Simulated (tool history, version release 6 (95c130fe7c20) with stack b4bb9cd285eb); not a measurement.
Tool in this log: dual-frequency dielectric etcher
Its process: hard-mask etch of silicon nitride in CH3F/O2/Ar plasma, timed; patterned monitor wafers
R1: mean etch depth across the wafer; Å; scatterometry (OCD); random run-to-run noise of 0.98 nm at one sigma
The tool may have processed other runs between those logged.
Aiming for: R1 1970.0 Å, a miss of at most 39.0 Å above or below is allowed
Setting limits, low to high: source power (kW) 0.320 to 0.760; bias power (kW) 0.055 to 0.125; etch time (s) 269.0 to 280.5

run 1 hour=0.0 | source_power_(kW)=0.540 bias_power_(kW)=0.090 etch_time_(s)=269.0 | R1=2366.0
run 2 hour=1.6 | source_power_(kW)=0.540 bias_power_(kW)=0.090 etch_time_(s)=280.5 | R1=2477.4
run 3 hour=8.3 | source_power_(kW)=0.510 bias_power_(kW)=0.087 etch_time_(s)=280.0 | R1=2380.3
run 4 hour=14.5 | source_power_(kW)=0.510 bias_power_(kW)=0.087 etch_time_(s)=269.0 | R1=2305.8
run 5 hour=21.8 | source_power_(kW)=0.510 bias_power_(kW)=0.087 etch_time_(s)=269.0 | R1=2295.3
run 6 hour=29.8 | source_power_(kW)=0.600 bias_power_(kW)=0.087 etch_time_(s)=269.0 | R1=2430.5
run 7 hour=38.8 | source_power_(kW)=0.560 bias_power_(kW)=0.085 etch_time_(s)=269.0 | R1=2338.2
run 8 hour=45.0 | source_power_(kW)=0.530 bias_power_(kW)=0.084 etch_time_(s)=269.0 | R1=2309.0
run 9 hour=52.3 | source_power_(kW)=0.500 bias_power_(kW)=0.082 etch_time_(s)=269.0 | R1=2234.3
run 10 hour=58.2 | source_power_(kW)=0.480 bias_power_(kW)=0.081 etch_time_(s)=269.0 | R1=2195.2
run 11 hour=63.0 | source_power_(kW)=0.460 bias_power_(kW)=0.080 etch_time_(s)=269.0 | R1=2143.9
run 12 hour=71.4 | source_power_(kW)=0.450 bias_power_(kW)=0.080 etch_time_(s)=269.0 | R1=2142.1
run 13 hour=73.6 | source_power_(kW)=0.430 bias_power_(kW)=0.079 etch_time_(s)=269.0 | R1=2097.9
-- hour=80.2 source power generator calibrated
run 14 hour=80.2 | source_power_(kW)=0.420 bias_power_(kW)=0.079 etch_time_(s)=269.0 | R1=2065.4
run 15 hour=81.4 | source_power_(kW)=0.410 bias_power_(kW)=0.079 etch_time_(s)=269.0 | R1=2040.3
run 16 hour=87.8 | source_power_(kW)=0.400 bias_power_(kW)=0.079 etch_time_(s)=269.0 | R1=2027.5

4 candidate next runs follow, results not yet known. Just one meets every target within its allowed miss. Identify it.
run A hour=94.2 | source_power_(kW)=0.450 bias_power_(kW)=0.074 etch_time_(s)=277.5 | R1=?
run B hour=94.2 | source_power_(kW)=0.350 bias_power_(kW)=0.101 etch_time_(s)=271.0 | R1=?
run C hour=94.2 | source_power_(kW)=0.390 bias_power_(kW)=0.085 etch_time_(s)=273.0 | R1=?
run D hour=94.2 | source_power_(kW)=0.330 bias_power_(kW)=0.085 etch_time_(s)=274.5 | R1=?

move=A R1=2114.7
move=B R1=2106.3
move=C R1=2073.0
move=D R1=1969.2
A: misses by more than the last run did
B: misses by more than the last run did
C: misses by more than the last run did
D: every result lands within tolerance
The move that meets every target is D.
